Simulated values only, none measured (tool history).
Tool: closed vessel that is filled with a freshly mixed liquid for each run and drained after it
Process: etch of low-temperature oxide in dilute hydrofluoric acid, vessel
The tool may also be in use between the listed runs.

run	hour	temperature setpoint of the liquid (C)	parts of water to one part of 49 % hydrofluoric acid (parts by volume)	time in the liquid (s)	thickness taken off the low-temperature oxide on a monitor wafer (angstrom)
1	0.0	24.0	60	105	249.10
2	1.7	25.0	60	105	258.94
3	3.0	26.0	60	105	270.30
4	11.2	27.0	60	105	278.23
5	13.4	27.0	60	115	309.75
6	18.9	27.0	60	105	279.76
7	23.9	27.0	60	105	281.86
8	27.8	27.5	60	105	289.21
9	33.4	28.0	60	105	291.29
10	40.1	28.5	60	105	298.01
11	48.8	29.0	60	105	301.91
12	53.0	32.0	45	105	464.58

Run 13 comes next. What will it give?
13	61.1	31.0	45	105	?

{"run 13": {"thickness taken off the low-temperature oxide on a monitor wafer (angstrom)": 446.8}}
